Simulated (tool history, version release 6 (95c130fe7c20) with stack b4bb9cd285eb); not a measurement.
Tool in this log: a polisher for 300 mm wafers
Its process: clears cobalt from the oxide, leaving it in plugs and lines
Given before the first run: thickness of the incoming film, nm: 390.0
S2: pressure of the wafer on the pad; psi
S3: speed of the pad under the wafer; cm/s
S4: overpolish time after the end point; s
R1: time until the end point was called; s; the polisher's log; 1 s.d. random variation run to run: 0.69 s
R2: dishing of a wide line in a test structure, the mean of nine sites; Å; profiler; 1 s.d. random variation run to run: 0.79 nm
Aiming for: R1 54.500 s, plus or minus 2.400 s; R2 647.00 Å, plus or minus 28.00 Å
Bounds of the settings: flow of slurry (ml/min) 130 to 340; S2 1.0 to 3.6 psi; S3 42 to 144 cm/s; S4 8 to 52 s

{"run": 1, "hour": 0.0, "flow of slurry (ml/min)": 220, "S2": 2.3, "S3": 92, "S4": 26, "R1": 71.789, "R2": 604.5}
{"run": 2, "hour": 2.6, "flow of slurry (ml/min)": 190, "S2": 2.3, "S3": 92, "S4": 26, "R1": 70.066, "R2": 599.08}
{"run": 3, "hour": 4.5, "flow of slurry (ml/min)": 190, "S2": 2.4, "S3": 92, "S4": 26, "R1": 69.042, "R2": 597.02}
{"run": 4, "hour": 12.7, "flow of slurry (ml/min)": 190, "S2": 2.5, "S3": 92, "S4": 27, "R1": 64.95, "R2": 596.6}
{"hour": 18.2, "done": "head pressure recalibrated"}
{"run": 5, "hour": 18.2, "flow of slurry (ml/min)": 190, "S2": 2.6, "S3": 92, "S4": 28, "R1": 67.927, "R2": 604.04}
{"run": 6, "hour": 26.0, "flow of slurry (ml/min)": 190, "S2": 2.6, "S3": 78, "S4": 28, "R1": 80.112, "R2": 583.47}
{"run": 7, "hour": 31.7, "flow of slurry (ml/min)": 190, "S2": 2.8, "S3": 80, "S4": 29, "R1": 72.258, "R2": 599.39}
{"run": 8, "hour": 36.5, "flow of slurry (ml/min)": 190, "S2": 2.9, "S3": 80, "S4": 30, "R1": 68.414, "R2": 612.85}
{"run": 9, "hour": 37.1, "flow of slurry (ml/min)": 190, "S2": 3.0, "S3": 80, "S4": 30, "R1": 66.989, "R2": 610.24}
{"run": 10, "hour": 40.1, "flow of slurry (ml/min)": 190, "S2": 3.1, "S3": 80, "S4": 31, "R1": 65.532, "R2": 627.95}

5 candidate next runs follow, results not yet known. Just one meets every target within its allowed miss. Identify it.
{"run": "A", "hour": 43.1, "flow of slurry (ml/min)": 165, "S2": 3.1, "S3": 86, "S4": 21, "R1": "?", "R2": "?"}
{"run": "B", "hour": 43.1, "flow of slurry (ml/min)": 180, "S2": 3.0, "S3": 108, "S4": 31, "R1": "?", "R2": "?"}
{"run": "C", "hour": 43.1, "flow of slurry (ml/min)": 185, "S2": 3.0, "S3": 90, "S4": 37, "R1": "?", "R2": "?"}
{"run": "D", "hour": 43.1, "flow of slurry (ml/min)": 200, "S2": 3.4, "S3": 96, "S4": 20, "R1": "?", "R2": "?"}
{"run": "E", "hour": 43.1, "flow of slurry (ml/min)": 200, "S2": 3.6, "S3": 82, "S4": 32, "R1": "?", "R2": "?"}

move=A R1=62.052 R2=584.03
move=B R1=50.739 R2=642.40
move=C R1=60.356 R2=643.68
move=D R1=49.665 R2=607.59
move=E R1=54.708 R2=640.71
A: better than the last run, though not everything is in spec
B: moves the result that the last run missed by most past its target, out the other side
C: better than the last run, though not everything is in spec
D: moves the result that the last run missed by most past its target, out the other side
E: every result within its allowed miss
So the answer is move E, the one that meets all the targets.
